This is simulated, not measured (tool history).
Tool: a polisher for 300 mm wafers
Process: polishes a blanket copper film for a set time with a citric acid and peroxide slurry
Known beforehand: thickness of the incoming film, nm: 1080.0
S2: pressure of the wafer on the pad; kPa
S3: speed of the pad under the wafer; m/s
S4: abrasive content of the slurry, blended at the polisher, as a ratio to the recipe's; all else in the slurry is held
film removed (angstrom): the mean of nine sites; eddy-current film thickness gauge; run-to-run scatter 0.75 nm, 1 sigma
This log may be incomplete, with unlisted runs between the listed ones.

Run 1, hour 0: flow of slurry (ml/min) 255, S2 25.5 kPa, S3 1.1 m/s, S4 1, polishing time (s) 54. Result: film removed (angstrom) 1550.5.
Run 2, hour 6.2: flow of slurry (ml/min) 250, S2 23.4 kPa, S3 1.1 m/s, S4 1, polishing time (s) 54. Result: film removed (angstrom) 1458.7.
Run 3, hour 9: flow of slurry (ml/min) 250, S2 21.4 kPa, S3 1.1 m/s, S4 1, polishing time (s) 54. Result: film removed (angstrom) 1359.9.
Run 4, hour 11.3: flow of slurry (ml/min) 250, S2 20 kPa, S3 1.1 m/s, S4 1, polishing time (s) 54. Result: film removed (angstrom) 1291.6.
Run 5, hour 18.7: flow of slurry (ml/min) 295, S2 20 kPa, S3 1.1 m/s, S4 1, polishing time (s) 54. Result: film removed (angstrom) 1316.5.
Run 6, hour 25.5: flow of slurry (ml/min) 290, S2 18.6 kPa, S3 1.1 m/s, S4 1, polishing time (s) 54. Result: film removed (angstrom) 1248.8.
Run 7, hour 28.1: flow of slurry (ml/min) 285, S2 17.9 kPa, S3 1.1 m/s, S4 1, polishing time (s) 54. Result: film removed (angstrom) 1202.5.
Run 8, hour 33.3: flow of slurry (ml/min) 285, S2 17.2 kPa, S3 1.1 m/s, S4 1, polishing time (s) 54. Result: film removed (angstrom) 1170.4.
Run 9, hour 34.6: flow of slurry (ml/min) 280, S2 16.5 kPa, S3 1.1 m/s, S4 1, polishing time (s) 54. Result: film removed (angstrom) 1151.1.
Run 10, hour 38.9: flow of slurry (ml/min) 275, S2 13.8 kPa, S3 1.1 m/s, S4 1, polishing time (s) 54. Result: film removed (angstrom) 1011.5.
Run 11, hour 43.6: flow of slurry (ml/min) 280, S2 13.8 kPa, S3 1.1 m/s, S4 1, polishing time (s) 54. Result: film removed (angstrom) 1000.1.
Run 12, hour 44.2: flow of slurry (ml/min) 290, S2 13.8 kPa, S3 1.1 m/s, S4 1, polishing time (s) 54. Result: film removed (angstrom) 1012.5.
Run 13, hour 45.7: flow of slurry (ml/min) 295, S2 13.8 kPa, S3 1.1 m/s, S4 1, polishing time (s) 54. Result: film removed (angstrom) 1001.3.
Run 14, hour 46.8: flow of slurry (ml/min) 295, S2 13.8 kPa, S3 1.1 m/s, S4 1, polishing time (s) 54. Result: film removed (angstrom) 1008.

Run 15 comes next. What will it give?
Run 15, hour 52.7: flow of slurry (ml/min) 295, S2 13.8 kPa, S3 1.1 m/s, S4 1, polishing time (s) 54. Result: film removed (angstrom) ?.

Run 15 yielded film removed (angstrom) 1016.1.
